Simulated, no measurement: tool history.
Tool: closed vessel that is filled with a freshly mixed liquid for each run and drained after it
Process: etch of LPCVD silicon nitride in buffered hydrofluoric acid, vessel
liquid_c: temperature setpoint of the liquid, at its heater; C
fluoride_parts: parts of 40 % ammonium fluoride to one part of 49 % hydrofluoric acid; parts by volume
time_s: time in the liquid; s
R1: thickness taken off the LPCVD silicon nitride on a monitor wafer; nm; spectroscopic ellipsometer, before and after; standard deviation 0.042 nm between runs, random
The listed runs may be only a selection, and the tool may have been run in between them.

{"run": 1, "hour": 0.0, "liquid_c": 21.0, "fluoride_parts": 22.5, "time_s": 865, "R1": 3.9845}
{"run": 2, "hour": 5.4, "liquid_c": 21.5, "fluoride_parts": 22.5, "time_s": 865, "R1": 4.0956}
{"run": 3, "hour": 14.2, "liquid_c": 21.5, "fluoride_parts": 22.5, "time_s": 660, "R1": 3.1285}
{"run": 4, "hour": 20.9, "liquid_c": 22.5, "fluoride_parts": 21.0, "time_s": 660, "R1": 3.4469}
{"run": 5, "hour": 28.0, "liquid_c": 22.5, "fluoride_parts": 17.5, "time_s": 660, "R1": 4.0539}
{"run": 6, "hour": 30.6, "liquid_c": 22.5, "fluoride_parts": 13.0, "time_s": 660, "R1": 5.4521}
{"hour": 38.5, "done": "thermometer replaced"}
{"run": 7, "hour": 38.5, "liquid_c": 22.0, "fluoride_parts": 13.0, "time_s": 660, "R1": 5.9087}
{"run": 8, "hour": 41.8, "liquid_c": 23.0, "fluoride_parts": 13.0, "time_s": 660, "R1": 6.258}

What does the tool deliver on the next run?
{"run": 9, "hour": 48.6, "liquid_c": 22.5, "fluoride_parts": 13.0, "time_s": 660, "R1": "?"}

R1: 6.1589 nm
